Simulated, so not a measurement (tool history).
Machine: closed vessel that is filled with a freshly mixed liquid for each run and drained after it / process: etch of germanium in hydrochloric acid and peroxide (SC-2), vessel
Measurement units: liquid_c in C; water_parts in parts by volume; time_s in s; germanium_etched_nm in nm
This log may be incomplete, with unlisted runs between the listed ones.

{"run": 1, "hour": 0.0, "liquid_c": 61, "water_parts": 8, "time_s": 105, "germanium_etched_nm": 535.22}
{"run": 2, "hour": 8.0, "liquid_c": 61, "water_parts": 8, "time_s": 105, "germanium_etched_nm": 538.3}
{"run": 3, "hour": 11.5, "liquid_c": 61, "water_parts": 5, "time_s": 105, "germanium_etched_nm": 552.42}
{"run": 4, "hour": 16.5, "liquid_c": 61, "water_parts": 6, "time_s": 105, "germanium_etched_nm": 553.25}
{"run": 5, "hour": 18.3, "liquid_c": 54, "water_parts": 6, "time_s": 105, "germanium_etched_nm": 444.71}
{"run": 6, "hour": 19.7, "liquid_c": 51, "water_parts": 6, "time_s": 105, "germanium_etched_nm": 394.38}
{"run": 7, "hour": 25.5, "liquid_c": 53.5, "water_parts": 6, "time_s": 105, "germanium_etched_nm": 439.77}
{"run": 8, "hour": 26.6, "liquid_c": 61.5, "water_parts": 5.5, "time_s": 105, "germanium_etched_nm": 559.25}

Expected results for the next run?
{"run": 9, "hour": 28.2, "liquid_c": 62, "water_parts": 5.5, "time_s": 105, "germanium_etched_nm": "?"}

Run 9 came out at germanium_etched_nm 557.48 nm.
